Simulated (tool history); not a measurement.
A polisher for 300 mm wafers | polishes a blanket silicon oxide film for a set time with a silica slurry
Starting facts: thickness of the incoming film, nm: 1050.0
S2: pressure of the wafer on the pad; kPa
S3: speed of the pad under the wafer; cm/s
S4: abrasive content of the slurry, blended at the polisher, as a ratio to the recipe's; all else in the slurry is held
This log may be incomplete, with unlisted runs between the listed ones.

Run 1, hour 0: flow of slurry (ml/min) 165, S2 37.9 kPa, S3 110 cm/s, S4 1, polishing time (s) 114. Result: film removed (angstrom) 5297.9.
Run 2, hour 2.5: flow of slurry (ml/min) 165, S2 37.9 kPa, S3 110 cm/s, S4 0.9, polishing time (s) 114. Result: film removed (angstrom) 5027.8.
Run 3, hour 10.3: flow of slurry (ml/min) 165, S2 44.8 kPa, S3 110 cm/s, S4 0.9, polishing time (s) 114. Result: film removed (angstrom) 5915.
Run 4, hour 14.1: flow of slurry (ml/min) 160, S2 38.6 kPa, S3 108 cm/s, S4 0.9, polishing time (s) 114. Result: film removed (angstrom) 5009.9.
Run 5, hour 22.2: flow of slurry (ml/min) 155, S2 33.8 kPa, S3 108 cm/s, S4 0.9, polishing time (s) 114. Result: film removed (angstrom) 4476.7.
Run 6, hour 26.1: flow of slurry (ml/min) 155, S2 33.8 kPa, S3 108 cm/s, S4 0.9, polishing time (s) 114. Result: film removed (angstrom) 4448.4.

Run 7 is up next; what results do you expect?
Run 7, hour 32.8: flow of slurry (ml/min) 155, S2 30.3 kPa, S3 108 cm/s, S4 0.9, polishing time (s) 114. Result: film removed (angstrom) ?.

film removed (angstrom): 4095.9
